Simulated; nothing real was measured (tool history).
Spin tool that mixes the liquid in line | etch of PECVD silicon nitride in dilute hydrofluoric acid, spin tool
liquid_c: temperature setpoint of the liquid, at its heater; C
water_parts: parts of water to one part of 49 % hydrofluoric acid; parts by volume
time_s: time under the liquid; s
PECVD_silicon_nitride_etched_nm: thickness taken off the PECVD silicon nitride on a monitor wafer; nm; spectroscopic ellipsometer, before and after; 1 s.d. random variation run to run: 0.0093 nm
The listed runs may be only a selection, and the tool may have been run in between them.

run	hour	liquid_c	water_parts	time_s	PECVD_silicon_nitride_etched_nm
1	0.0	22	150	90	0.83514
2	0.9	22	115	90	1.06840
3	9.5	22	140	90	0.85878
4	15.9	22	95	90	1.28490
# hour 23.4: thermometer replaced
5	23.4	22	95	90	1.48450
6	28.2	21	115	90	1.16290
7	33.5	21	140	90	0.92366
8	36.1	21	160	90	0.78286
9	41.1	21	175	90	0.74680
10	46.1	21	195	90	0.67712

Run 11 is up next; what results do you expect?
11	50.7	21	210	90	?

{"run 11": {"PECVD_silicon_nitride_etched_nm": 0.62905}}

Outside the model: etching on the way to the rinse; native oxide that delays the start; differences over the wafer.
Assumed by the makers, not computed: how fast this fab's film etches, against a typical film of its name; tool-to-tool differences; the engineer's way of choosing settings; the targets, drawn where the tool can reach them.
